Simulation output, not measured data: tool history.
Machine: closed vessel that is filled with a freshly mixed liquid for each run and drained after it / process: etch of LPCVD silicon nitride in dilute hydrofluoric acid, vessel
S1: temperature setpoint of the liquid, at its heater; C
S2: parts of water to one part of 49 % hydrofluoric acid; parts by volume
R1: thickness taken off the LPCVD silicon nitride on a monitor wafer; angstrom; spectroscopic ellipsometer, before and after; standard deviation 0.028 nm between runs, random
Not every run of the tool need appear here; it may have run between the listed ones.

run 1 hour=0 | S1=25 S2=120 time_in_the_liquid_(s)=730 | R1=30.792
run 2 hour=5.7 | S1=27 S2=115 time_in_the_liquid_(s)=730 | R1=36.695
run 3 hour=7 | S1=28.5 S2=110 time_in_the_liquid_(s)=730 | R1=42.024
run 4 hour=7.7 | S1=29.5 S2=105 time_in_the_liquid_(s)=730 | R1=46.942
run 5 hour=14.6 | S1=29.5 S2=90 time_in_the_liquid_(s)=730 | R1=54.552
run 6 hour=22 | S1=32.5 S2=90 time_in_the_liquid_(s)=730 | R1=66.409
run 7 hour=29.7 | S1=32 S2=90 time_in_the_liquid_(s)=730 | R1=64.265
-- hour=38.3 hydrofluoric acid flow meter replaced
run 8 hour=38.3 | S1=31.5 S2=90 time_in_the_liquid_(s)=730 | R1=57.892

Run 9, settings as shown, results not yet in. Your forecast:
run 9 hour=44.2 | S1=32 S2=90 time_in_the_liquid_(s)=730 | R1=?

{"run 9": {"R1": 59.331}}
